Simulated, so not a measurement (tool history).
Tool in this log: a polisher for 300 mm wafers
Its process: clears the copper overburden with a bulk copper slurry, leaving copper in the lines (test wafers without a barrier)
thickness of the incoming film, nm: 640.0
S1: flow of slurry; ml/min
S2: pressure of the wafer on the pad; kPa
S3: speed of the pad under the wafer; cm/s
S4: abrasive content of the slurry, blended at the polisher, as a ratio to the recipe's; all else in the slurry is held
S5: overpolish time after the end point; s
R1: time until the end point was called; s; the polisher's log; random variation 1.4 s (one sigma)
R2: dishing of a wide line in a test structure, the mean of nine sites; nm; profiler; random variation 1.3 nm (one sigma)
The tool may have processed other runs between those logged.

{"run": 1, "hour": 0.0, "S1": 205, "S2": 15.2, "S3": 94, "S4": 1, "S5": 15, "R1": 96.723, "R2": 54.299}
{"run": 2, "hour": 6.7, "S1": 205, "S2": 15.9, "S3": 94, "S4": 1, "S5": 16, "R1": 90.966, "R2": 56.224}
{"run": 3, "hour": 9.1, "S1": 205, "S2": 15.9, "S3": 94, "S4": 1, "S5": 17, "R1": 91.719, "R2": 58.638}
{"run": 4, "hour": 10.1, "S1": 205, "S2": 15.9, "S3": 94, "S4": 1.15, "S5": 17, "R1": 88.392, "R2": 59.671}
{"run": 5, "hour": 11.3, "S1": 205, "S2": 20, "S3": 94, "S4": 1.15, "S5": 17, "R1": 69.521, "R2": 70.203}
{"run": 6, "hour": 19.5, "S1": 205, "S2": 20, "S3": 94, "S4": 1.15, "S5": 12, "R1": 71.182, "R2": 57.399}
{"run": 7, "hour": 27.7, "S1": 205, "S2": 19.3, "S3": 94, "S4": 1.15, "S5": 14, "R1": 71.33, "R2": 62.686}

Run 8 comes next. What will it give?
{"run": 8, "hour": 31.4, "S1": 205, "S2": 18.6, "S3": 94, "S4": 1.15, "S5": 16, "R1": "?", "R2": "?"}

Run 8 measured R1 75 s, R2 63.934 nm.
